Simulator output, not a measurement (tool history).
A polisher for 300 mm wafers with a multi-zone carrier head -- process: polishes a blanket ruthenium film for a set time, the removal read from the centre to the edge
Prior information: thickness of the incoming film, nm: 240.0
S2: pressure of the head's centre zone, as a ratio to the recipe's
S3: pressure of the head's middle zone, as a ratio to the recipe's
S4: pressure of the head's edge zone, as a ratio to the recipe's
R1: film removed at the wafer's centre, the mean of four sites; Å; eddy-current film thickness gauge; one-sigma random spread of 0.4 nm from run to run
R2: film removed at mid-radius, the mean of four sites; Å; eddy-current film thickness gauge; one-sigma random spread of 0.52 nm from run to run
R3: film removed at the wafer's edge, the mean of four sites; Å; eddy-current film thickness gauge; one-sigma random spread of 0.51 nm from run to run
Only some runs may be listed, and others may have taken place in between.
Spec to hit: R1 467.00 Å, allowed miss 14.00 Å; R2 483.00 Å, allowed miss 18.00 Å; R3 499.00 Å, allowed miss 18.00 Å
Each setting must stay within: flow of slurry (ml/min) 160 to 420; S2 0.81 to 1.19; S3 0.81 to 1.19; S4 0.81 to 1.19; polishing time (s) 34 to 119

{"run": 1, "day": 0.0, "flow of slurry (ml/min)": 270, "S2": 1.0, "S3": 1.0, "S4": 1.0, "polishing time (s)": 76, "R1": 916.72, "R2": 904.09, "R3": 921.8}
{"run": 2, "day": 0.275, "flow of slurry (ml/min)": 270, "S2": 1.0, "S3": 1.0, "S4": 0.94, "polishing time (s)": 76, "R1": 925.24, "R2": 908.71, "R3": 894.12}
{"run": 3, "day": 0.596, "flow of slurry (ml/min)": 260, "S2": 0.96, "S3": 0.97, "S4": 0.92, "polishing time (s)": 65, "R1": 751.19, "R2": 741.48, "R3": 753.85}
{"run": 4, "day": 0.679, "flow of slurry (ml/min)": 260, "S2": 0.96, "S3": 0.97, "S4": 0.92, "polishing time (s)": 51, "R1": 588.54, "R2": 591.35, "R3": 586.39}
{"run": 5, "day": 1.021, "flow of slurry (ml/min)": 255, "S2": 0.94, "S3": 0.95, "S4": 0.91, "polishing time (s)": 48, "R1": 545.39, "R2": 532.38, "R3": 561.49}
{"run": 6, "day": 1.088, "flow of slurry (ml/min)": 250, "S2": 0.92, "S3": 0.95, "S4": 0.89, "polishing time (s)": 47, "R1": 525.79, "R2": 527.06, "R3": 531.45}
{"run": 7, "day": 1.129, "flow of slurry (ml/min)": 240, "S2": 0.9, "S3": 0.94, "S4": 0.89, "polishing time (s)": 47, "R1": 512.83, "R2": 516.51, "R3": 537.78}
{"run": 8, "day": 1.454, "flow of slurry (ml/min)": 235, "S2": 0.88, "S3": 0.93, "S4": 0.87, "polishing time (s)": 47, "R1": 498.31, "R2": 529.19, "R3": 541.1}

5 next moves are on the table. One of them brings every result within its allowed miss. Which?
{"run": "A", "day": 1.779, "flow of slurry (ml/min)": 255, "S2": 0.88, "S3": 0.91, "S4": 0.86, "polishing time (s)": 44, "R1": "?", "R2": "?", "R3": "?"}
{"run": "B", "day": 1.779, "flow of slurry (ml/min)": 220, "S2": 0.81, "S3": 1.02, "S4": 0.81, "polishing time (s)": 49, "R1": "?", "R2": "?", "R3": "?"}
{"run": "C", "day": 1.779, "flow of slurry (ml/min)": 355, "S2": 1.07, "S3": 0.93, "S4": 1.02, "polishing time (s)": 40, "R1": "?", "R2": "?", "R3": "?"}
{"run": "D", "day": 1.779, "flow of slurry (ml/min)": 225, "S2": 0.83, "S3": 0.96, "S4": 0.83, "polishing time (s)": 52, "R1": "?", "R2": "?", "R3": "?"}
{"run": "E", "day": 1.779, "flow of slurry (ml/min)": 250, "S2": 1.02, "S3": 0.96, "S4": 0.87, "polishing time (s)": 41, "R1": "?", "R2": "?", "R3": "?"}

move=A R1=463.88 R2=483.83 R3=502.60
move=B R1=469.29 R2=586.23 R3=539.47
move=C R1=527.50 R2=458.25 R3=503.90
move=D R1=511.27 R2=592.14 R3=579.91
move=E R1=500.93 R2=470.35 R3=469.92
A: all results land within tolerance of their targets
B: further off than the last run
C: pushes the last run's worst result past its target
D: further off than the last run
E: the furthest-off result lands on target, but another misses its tolerance
The right move is A.

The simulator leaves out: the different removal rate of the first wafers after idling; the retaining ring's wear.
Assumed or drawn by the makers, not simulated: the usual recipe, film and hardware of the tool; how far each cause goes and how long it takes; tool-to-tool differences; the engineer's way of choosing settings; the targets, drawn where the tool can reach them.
